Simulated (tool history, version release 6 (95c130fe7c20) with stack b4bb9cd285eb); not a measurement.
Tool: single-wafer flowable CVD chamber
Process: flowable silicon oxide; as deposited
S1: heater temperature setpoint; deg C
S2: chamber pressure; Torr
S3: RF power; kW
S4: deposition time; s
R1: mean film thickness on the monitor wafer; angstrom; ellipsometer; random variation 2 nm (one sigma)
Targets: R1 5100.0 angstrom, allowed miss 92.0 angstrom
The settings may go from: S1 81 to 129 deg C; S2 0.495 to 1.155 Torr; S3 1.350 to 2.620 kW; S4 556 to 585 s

run  hour   S1     S2     S3   S4      R1
  1   0.0  105  0.825  1.985  585  2890.5
  2   6.1  105  0.951  1.985  585  3323.4
  3  14.5  101  0.951  1.985  585  3854.8
  4  17.4   99  0.951  1.985  585  4188.0
  5  26.4   99  0.951  1.985  556  3985.1
  6  30.0   99  0.951  1.985  556  3963.2
  7  32.3   97  0.951  1.985  556  4249.3
  8  35.7   96  0.951  1.985  556  4428.2
     38.9  -- capacitance manometer re-zeroed and calibrated
  9  38.9   95  0.951  1.985  556  4820.5
 10  42.6   94  0.951  1.985  556  5000.2

Which of these 4 next moves meets every target?
  A  46.3  95  0.883  2.380  585   ?
  B  46.3  94  0.903  2.075  561   ?
  C  46.3  97  1.022  1.720  583   ?
  D  46.3  97  1.065  2.115  561   ?

move      R1
   A  4840.8
   B  4845.2
   C  4918.8
   D  5078.9
A: further off than the last run
B: further off than the last run
C: further off than the last run
D: meets every target
The right move is D.

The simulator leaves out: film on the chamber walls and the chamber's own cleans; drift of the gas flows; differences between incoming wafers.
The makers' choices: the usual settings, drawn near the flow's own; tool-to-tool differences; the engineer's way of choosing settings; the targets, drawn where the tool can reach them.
